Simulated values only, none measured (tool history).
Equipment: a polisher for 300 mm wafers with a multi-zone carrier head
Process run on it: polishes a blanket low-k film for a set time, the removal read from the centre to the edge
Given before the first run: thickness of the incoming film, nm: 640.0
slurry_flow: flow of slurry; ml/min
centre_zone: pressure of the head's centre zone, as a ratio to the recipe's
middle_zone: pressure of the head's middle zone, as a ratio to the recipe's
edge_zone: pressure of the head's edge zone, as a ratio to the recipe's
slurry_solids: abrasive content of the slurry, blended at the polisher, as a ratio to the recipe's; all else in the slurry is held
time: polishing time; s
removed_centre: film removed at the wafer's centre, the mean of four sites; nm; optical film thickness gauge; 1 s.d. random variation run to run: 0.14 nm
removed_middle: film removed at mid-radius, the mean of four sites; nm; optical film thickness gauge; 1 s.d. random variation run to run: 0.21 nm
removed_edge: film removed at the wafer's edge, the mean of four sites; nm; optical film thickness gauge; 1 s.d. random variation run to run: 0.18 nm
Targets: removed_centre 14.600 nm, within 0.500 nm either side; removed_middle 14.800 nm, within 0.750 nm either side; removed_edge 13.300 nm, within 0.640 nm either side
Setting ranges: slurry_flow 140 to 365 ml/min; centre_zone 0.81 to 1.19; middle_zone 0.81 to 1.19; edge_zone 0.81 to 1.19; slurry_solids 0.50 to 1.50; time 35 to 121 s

run 1 hour=0.0 | slurry_flow=235 centre_zone=1.00 middle_zone=1.00 edge_zone=1.00 slurry_solids=1.00 time=78 | removed_centre=19.937 removed_middle=20.048 removed_edge=19.995
run 2 hour=8.4 | slurry_flow=235 centre_zone=0.95 middle_zone=1.00 edge_zone=1.00 slurry_solids=1.00 time=78 | removed_centre=18.918 removed_middle=20.112 removed_edge=19.448
run 3 hour=15.7 | slurry_flow=235 centre_zone=1.03 middle_zone=1.00 edge_zone=1.00 slurry_solids=1.00 time=78 | removed_centre=20.847 removed_middle=20.285 removed_edge=19.648
run 4 hour=22.7 | slurry_flow=235 centre_zone=1.03 middle_zone=1.00 edge_zone=1.00 slurry_solids=1.15 time=78 | removed_centre=21.909 removed_middle=20.485 removed_edge=20.960
run 5 hour=25.3 | slurry_flow=235 centre_zone=1.03 middle_zone=1.00 edge_zone=1.00 slurry_solids=1.15 time=90 | removed_centre=24.788 removed_middle=24.197 removed_edge=24.006
run 6 hour=32.1 | slurry_flow=205 centre_zone=1.03 middle_zone=1.00 edge_zone=1.00 slurry_solids=1.15 time=90 | removed_centre=24.733 removed_middle=24.099 removed_edge=23.654
run 7 hour=34.5 | slurry_flow=200 centre_zone=1.02 middle_zone=0.98 edge_zone=0.98 slurry_solids=1.00 time=86 | removed_centre=21.679 removed_middle=20.768 removed_edge=21.743
run 8 hour=39.1 | slurry_flow=215 centre_zone=1.03 middle_zone=1.00 edge_zone=0.98 slurry_solids=0.90 time=80 | removed_centre=19.383 removed_middle=19.120 removed_edge=18.749
run 9 hour=42.0 | slurry_flow=215 centre_zone=1.04 middle_zone=1.00 edge_zone=0.96 slurry_solids=0.80 time=78 | removed_centre=18.619 removed_middle=17.730 removed_edge=17.349

Consider the 5 candidate settings below. Which is the only one whose results all fall within their allowed miss of target?
run A hour=44.9 | slurry_flow=240 centre_zone=1.11 middle_zone=1.03 edge_zone=0.95 slurry_solids=0.90 time=94 | removed_centre=? removed_middle=? removed_edge=?
run B hour=44.9 | slurry_flow=220 centre_zone=1.08 middle_zone=1.04 edge_zone=0.95 slurry_solids=1.00 time=50 | removed_centre=? removed_middle=? removed_edge=?
run C hour=44.9 | slurry_flow=170 centre_zone=1.00 middle_zone=0.85 edge_zone=1.02 slurry_solids=0.85 time=64 | removed_centre=? removed_middle=? removed_edge=?
run D hour=44.9 | slurry_flow=190 centre_zone=1.10 middle_zone=0.86 edge_zone=0.98 slurry_solids=0.85 time=97 | removed_centre=? removed_middle=? removed_edge=?
run E hour=44.9 | slurry_flow=210 centre_zone=1.01 middle_zone=1.03 edge_zone=0.86 slurry_solids=0.75 time=66 | removed_centre=? removed_middle=? removed_edge=?

move=A removed_centre=25.484 removed_middle=23.755 removed_edge=21.839
move=B removed_centre=13.726 removed_middle=13.276 removed_edge=12.130
move=C removed_centre=14.514 removed_middle=12.885 removed_edge=14.563
move=D removed_centre=24.586 removed_middle=19.975 removed_edge=21.862
move=E removed_centre=14.581 removed_middle=14.982 removed_edge=13.196
A: the biggest miss grows against the last run
B: pushes the last run's worst result past its target
C: brings the result that was furthest off to its target, and leaves another outside
D: the biggest miss grows against the last run
E: hits every target within its allowed miss
E meets every target.
